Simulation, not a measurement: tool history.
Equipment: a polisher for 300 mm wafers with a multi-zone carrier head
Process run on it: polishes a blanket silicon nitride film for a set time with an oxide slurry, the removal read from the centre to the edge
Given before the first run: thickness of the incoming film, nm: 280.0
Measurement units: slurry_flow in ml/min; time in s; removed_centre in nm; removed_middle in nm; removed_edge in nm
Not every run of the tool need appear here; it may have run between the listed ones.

run 1 hour=0 | slurry_flow=255 centre_zone=1 middle_zone=1 edge_zone=1 slurry_solids=1 time=72 | removed_centre=39.794 removed_middle=39.733 removed_edge=41.147
run 2 hour=2.6 | slurry_flow=255 centre_zone=1.04 middle_zone=1 edge_zone=1 slurry_solids=1 time=72 | removed_centre=40.655 removed_middle=40.05 removed_edge=40.861
run 3 hour=5.4 | slurry_flow=255 centre_zone=1.02 middle_zone=1.01 edge_zone=0.98 slurry_solids=0.9 time=71 | removed_centre=37.16 removed_middle=38.012 removed_edge=37.859
run 4 hour=13.1 | slurry_flow=300 centre_zone=1.02 middle_zone=1.01 edge_zone=0.98 slurry_solids=0.9 time=71 | removed_centre=38.866 removed_middle=38.793 removed_edge=39.74
run 5 hour=18.7 | slurry_flow=300 centre_zone=0.98 middle_zone=1.01 edge_zone=0.98 slurry_solids=0.9 time=71 | removed_centre=37.508 removed_middle=38.628 removed_edge=38.741
run 6 hour=22.4 | slurry_flow=260 centre_zone=0.98 middle_zone=1.01 edge_zone=0.98 slurry_solids=0.9 time=71 | removed_centre=37.283 removed_middle=37.9 removed_edge=38.242
run 7 hour=23.7 | slurry_flow=255 centre_zone=0.96 middle_zone=1.02 edge_zone=0.97 slurry_solids=0.85 time=70 | removed_centre=35.734 removed_middle=36.881 removed_edge=36.649

Estimate the outcome of run 8 from the log above:
run 8 hour=31.6 | slurry_flow=250 centre_zone=0.94 middle_zone=1.03 edge_zone=0.96 slurry_solids=0.8 time=69 | removed_centre=? removed_middle=? removed_edge=?

{"run 8": {"removed_centre": 32.5, "removed_middle": 35.427, "removed_edge": 33.76}}
